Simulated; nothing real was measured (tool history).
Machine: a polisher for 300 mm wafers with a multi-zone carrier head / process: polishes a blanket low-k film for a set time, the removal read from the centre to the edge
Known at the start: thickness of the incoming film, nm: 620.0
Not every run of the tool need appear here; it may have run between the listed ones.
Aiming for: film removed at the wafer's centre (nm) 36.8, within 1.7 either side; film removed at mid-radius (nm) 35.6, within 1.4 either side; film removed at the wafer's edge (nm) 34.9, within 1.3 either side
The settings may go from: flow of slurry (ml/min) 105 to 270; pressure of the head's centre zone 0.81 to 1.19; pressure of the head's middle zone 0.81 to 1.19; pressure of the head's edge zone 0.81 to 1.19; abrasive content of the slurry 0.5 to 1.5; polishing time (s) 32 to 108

| run | hour | flow of slurry (ml/min) | pressure of the head's centre zone | pressure of the head's middle zone | pressure of the head's edge zone | abrasive content of the slurry | polishing time (s) | film removed at the wafer's centre (nm) | film removed at mid-radius (nm) | film removed at the wafer's edge (nm) |
|---|---|---|---|---|---|---|---|---|---|---|
| 1 | 0 | 175 | 1 | 1 | 1 | 1 | 70 | 44.652 | 43.014 | 44.068 |
| 2 | 8.2 | 170 | 1 | 0.99 | 0.97 | 0.95 | 70 | 44.154 | 41.689 | 42.455 |
| 3 | 9.7 | 170 | 1 | 0.99 | 0.91 | 0.95 | 70 | 44.17 | 42.493 | 41.571 |
| 4 | 17.8 | 170 | 1.08 | 0.99 | 0.91 | 0.95 | 70 | 47.636 | 42.782 | 41.662 |
| 5 | 23.9 | 170 | 1.08 | 0.99 | 0.87 | 0.95 | 70 | 47.765 | 41.857 | 41.025 |
| 6 | 26.3 | 170 | 1.04 | 0.99 | 0.87 | 0.95 | 70 | 46.059 | 42.249 | 40.538 |
| 7 | 33.2 | 165 | 1.02 | 0.98 | 0.86 | 0.9 | 70 | 44.316 | 41.289 | 39.63 |
| 8 | 35 | 165 | 1.02 | 0.98 | 0.86 | 0.9 | 70 | 43.872 | 41.536 | 38.842 |
| 9 | 43.9 | 160 | 1 | 0.95 | 0.87 | 0.85 | 70 | 42.693 | 38.719 | 37.854 |
| 10 | 46.6 | 135 | 0.9 | 0.94 | 0.83 | 0.75 | 70 | 34.793 | 36.221 | 36.136 |

Which single option among these 4 for the next run brings every result within its allowed miss of target? Just one does.
| A | 49.3 | 150 | 0.98 | 0.92 | 0.82 | 0.95 | 67 | ? | ? | ? |
| B | 49.3 | 135 | 0.96 | 0.92 | 0.81 | 0.6 | 75 | ? | ? | ? |
| C | 49.3 | 105 | 0.86 | 0.96 | 0.88 | 0.75 | 77 | ? | ? | ? |
| D | 49.3 | 115 | 0.85 | 0.85 | 0.93 | 0.7 | 77 | ? | ? | ? |

| move | film removed at the wafer's centre (nm) | film removed at mid-radius (nm) | film removed at the wafer's edge (nm) |
|---|---|---|---|
| A | 40.317 | 37.278 | 37.01 |
| B | 37.428 | 35.449 | 35.248 |
| C | 33.829 | 37.146 | 38.139 |
| D | 33.835 | 34.771 | 39.127 |
A: moves the result that the last run missed by most past its target, out the other side
B: all results land within tolerance of their targets
C: further off than the last run
D: further off than the last run
B is the move that brings every result within its allowed miss.

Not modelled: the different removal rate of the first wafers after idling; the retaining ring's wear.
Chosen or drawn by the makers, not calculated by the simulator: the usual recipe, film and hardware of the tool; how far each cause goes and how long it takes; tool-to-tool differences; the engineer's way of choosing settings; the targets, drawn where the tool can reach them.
